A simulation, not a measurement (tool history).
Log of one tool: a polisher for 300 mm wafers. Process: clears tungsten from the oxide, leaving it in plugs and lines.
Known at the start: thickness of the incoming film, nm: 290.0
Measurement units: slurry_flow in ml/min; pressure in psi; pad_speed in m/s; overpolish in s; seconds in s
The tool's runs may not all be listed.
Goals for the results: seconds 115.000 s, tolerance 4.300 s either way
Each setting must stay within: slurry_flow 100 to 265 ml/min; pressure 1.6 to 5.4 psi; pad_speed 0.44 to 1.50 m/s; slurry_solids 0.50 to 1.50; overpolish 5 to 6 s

run  hour  slurry_flow  pressure  pad_speed  slurry_solids  overpolish  seconds
  1   0.0          170       3.5       0.96           1.00           6   66.229
  2   3.1          170       3.5       0.96           1.00           5   65.401
  3   7.1          170       3.5       0.96           1.20           5   62.457
  4   9.5          170       3.0       0.94           1.20           5   73.479
  5  11.4          170       3.0       0.94           1.30           5   72.647
  6  12.1          170       2.7       0.92           1.30           5   81.542
  7  19.6          170       2.7       0.92           1.30           5   81.502
  8  21.0          170       2.4       0.92           1.30           5   89.518
  9  23.2          170       2.2       0.92           1.30           5  100.120
 10  25.2          170       2.1       0.92           1.30           5  103.120
     33.6  -- slurry blender recalibrated
 11  33.6          170       2.0       0.92           1.30           5  100.860
 12  36.4          170       1.9       0.92           1.30           5  105.830

Which one of the following 4 next-run settings gets every result inside its allowed miss? There is exactly one.
  A  39.2          220       1.6       0.86           1.20           5        ?
  B  39.2          125       2.0       0.82           1.35           6        ?
  C  39.2          175       1.6       0.88           1.25           6        ?
  D  39.2          170       1.6       0.84           1.40           5        ?

move  seconds
   A  128.410
   B  113.440
   C  128.820
   D  129.030
A: moves the result that the last run missed by most past its target, out the other side
B: each result inside its tolerance
C: moves the result that the last run missed by most past its target, out the other side
D: moves the result that the last run missed by most past its target, out the other side
The move that meets every target is B.
